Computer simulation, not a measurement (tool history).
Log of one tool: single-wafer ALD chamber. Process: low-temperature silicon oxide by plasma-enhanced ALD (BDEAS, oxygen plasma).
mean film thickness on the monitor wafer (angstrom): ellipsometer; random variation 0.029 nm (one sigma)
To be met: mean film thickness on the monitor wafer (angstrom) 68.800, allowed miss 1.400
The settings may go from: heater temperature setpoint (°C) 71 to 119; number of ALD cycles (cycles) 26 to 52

| run | hour | heater temperature setpoint (°C) | number of ALD cycles (cycles) | mean film thickness on the monitor wafer (angstrom) |
|---|---|---|---|---|
| 1 | 0.0 | 95 | 39 | 61.876 |
| 2 | 2.4 | 94 | 39 | 62.118 |
| 3 | 3.4 | 93 | 39 | 62.886 |
| 4 | 6.9 | 93 | 33 | 52.496 |
|  | 8.6 | thermocouple changed; heater temperature recalibrated |
| 5 | 8.6 | 92 | 34 | 53.688 |
| 6 | 14.2 | 91 | 35 | 55.452 |
| 7 | 17.4 | 91 | 36 | 57.152 |
| 8 | 18.5 | 91 | 37 | 58.539 |
| 9 | 24.9 | 91 | 38 | 60.351 |
| 10 | 31.6 | 91 | 41 | 65.161 |
| 11 | 34.3 | 91 | 42 | 66.594 |

Which of these 4 next moves meets every target?
| A | 37.0 | 92 | 44 | ? |
| B | 37.0 | 71 | 42 | ? |
| C | 37.0 | 99 | 48 | ? |
| D | 37.0 | 88 | 45 | ? |

| move | mean film thickness on the monitor wafer (angstrom) |
|---|---|
| A | 69.328 |
| B | 71.728 |
| C | 73.516 |
| D | 72.037 |
A: meets every target
B: takes the result that was furthest off past its target
C: takes the result that was furthest off past its target
D: takes the result that was furthest off past its target
Move A is the one to make.
